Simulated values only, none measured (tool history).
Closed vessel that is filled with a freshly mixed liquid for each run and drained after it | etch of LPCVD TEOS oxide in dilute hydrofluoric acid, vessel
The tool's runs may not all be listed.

run  hour  temperature setpoint of the liquid (K)  parts of water to one part of 49 % hydrofluoric acid (parts by volume)  time in the liquid (s)  thickness taken off the LPCVD TEOS oxide on a monitor wafer (nm)
  1     0                                  298.15                                                                     150                      30                                                            5.0812
  2     7                                  299.15                                                                     145                      30                                                            5.5124
  3    13                                  300.15                                                                     140                      30                                                            5.9162
  4  21.5                                  302.65                                                                     140                      30                                                            6.4944
  5  27.9                                  303.15                                                                     135                      30                                                            6.9268
  6  35.5                                  303.15                                                                     135                      30                                                            6.9329

The next listed run, before its measurement:
  7  44.5                                  303.65                                                                     135                      30                                                                 ?

Run 7 gave thickness taken off the LPCVD TEOS oxide on a monitor wafer (nm) 6.9866.
